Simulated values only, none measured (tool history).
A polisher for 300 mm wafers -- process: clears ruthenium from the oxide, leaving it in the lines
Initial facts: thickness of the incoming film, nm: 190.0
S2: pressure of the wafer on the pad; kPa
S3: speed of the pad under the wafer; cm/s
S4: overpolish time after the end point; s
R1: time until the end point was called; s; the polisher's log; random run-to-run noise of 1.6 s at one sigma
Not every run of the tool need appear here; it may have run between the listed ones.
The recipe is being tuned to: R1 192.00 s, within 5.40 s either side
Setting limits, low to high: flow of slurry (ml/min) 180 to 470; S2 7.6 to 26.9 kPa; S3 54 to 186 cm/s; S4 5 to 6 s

run 1 hour=0.0 | flow_of_slurry_(ml/min)=300 S2=17.2 S3=118 S4=6 | R1=138.08
run 2 hour=3.7 | flow_of_slurry_(ml/min)=300 S2=20.0 S3=118 S4=6 | R1=120.14
run 3 hour=12.4 | flow_of_slurry_(ml/min)=300 S2=17.2 S3=118 S4=6 | R1=137.51
run 4 hour=15.2 | flow_of_slurry_(ml/min)=300 S2=17.2 S3=118 S4=6 | R1=138.21
run 5 hour=21.4 | flow_of_slurry_(ml/min)=300 S2=15.2 S3=118 S4=6 | R1=157.95
run 6 hour=28.2 | flow_of_slurry_(ml/min)=300 S2=14.5 S3=118 S4=6 | R1=165.18
run 7 hour=31.6 | flow_of_slurry_(ml/min)=300 S2=13.8 S3=118 S4=6 | R1=172.11
run 8 hour=37.1 | flow_of_slurry_(ml/min)=300 S2=13.1 S3=118 S4=6 | R1=179.75
run 9 hour=43.5 | flow_of_slurry_(ml/min)=295 S2=11.7 S3=118 S4=6 | R1=202.19
run 10 hour=51.3 | flow_of_slurry_(ml/min)=305 S2=11.7 S3=118 S4=6 | R1=201.20

Which single option among these 5 for the next run brings every result within its allowed miss of target? Just one does.
run A hour=59.1 | flow_of_slurry_(ml/min)=325 S2=12.4 S3=114 S4=5 | R1=?
run B hour=59.1 | flow_of_slurry_(ml/min)=325 S2=13.1 S3=98 S4=6 | R1=?
run C hour=59.1 | flow_of_slurry_(ml/min)=285 S2=11.0 S3=122 S4=6 | R1=?
run D hour=59.1 | flow_of_slurry_(ml/min)=350 S2=11.7 S3=108 S4=5 | R1=?
run E hour=59.1 | flow_of_slurry_(ml/min)=285 S2=11.0 S3=124 S4=6 | R1=?

move=A R1=194.90
move=B R1=202.56
move=C R1=211.78
move=D R1=211.41
move=E R1=209.61
A: every result lands within tolerance
B: misses by more than the last run did
C: misses by more than the last run did
D: misses by more than the last run did
E: misses by more than the last run did
So the answer is move A, the one that meets all the targets.

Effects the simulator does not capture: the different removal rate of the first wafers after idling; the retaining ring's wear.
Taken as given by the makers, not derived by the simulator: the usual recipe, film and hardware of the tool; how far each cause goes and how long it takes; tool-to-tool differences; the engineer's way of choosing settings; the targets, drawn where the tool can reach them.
